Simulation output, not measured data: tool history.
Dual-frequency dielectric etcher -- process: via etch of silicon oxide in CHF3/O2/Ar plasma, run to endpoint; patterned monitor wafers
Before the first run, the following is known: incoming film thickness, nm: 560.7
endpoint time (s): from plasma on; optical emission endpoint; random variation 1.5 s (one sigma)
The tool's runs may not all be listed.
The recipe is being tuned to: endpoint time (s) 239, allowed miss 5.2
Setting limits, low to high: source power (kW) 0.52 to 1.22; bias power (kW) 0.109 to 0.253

run  hour  source power (kW)  bias power (kW)  endpoint time (s)
  1     0               0.87            0.181             269.98
  2   3.3               0.87            0.153             287.82
  3   5.8               0.72            0.153             315.97
  4   7.9               0.84            0.153              291.1
  5    14               0.84            0.121              316.8
  6  20.6               0.73            0.121             335.81
  7  29.3               0.86            0.132              301.7
  8  34.3               0.95            0.135             283.02
  9  35.6               1.02            0.137              277.1
 10  40.2               1.07            0.144             264.94
 11  47.7               1.07            0.144             264.62
 12  49.1               1.11            0.148             257.08
 13  51.1               1.14            0.151             254.04
 14  56.3               1.16            0.155              249.1

Next run, 4 choices. One meets every target within its allowed miss, the rest don't. Which?
  A  61.5               1.11            0.168                  ?
  B  61.5               1.09            0.144                  ?
  C  61.5               1.03            0.209                  ?
  D  61.5               1.11            0.156                  ?

move  endpoint time (s)
   A             245.75
   B             259.25
   C             237.92
   D             251.18
A: moves toward the targets from the last run without getting all of them in spec
B: misses by more than the last run did
C: every result lands within tolerance
D: misses by more than the last run did
Correct choice: C, which meets every target
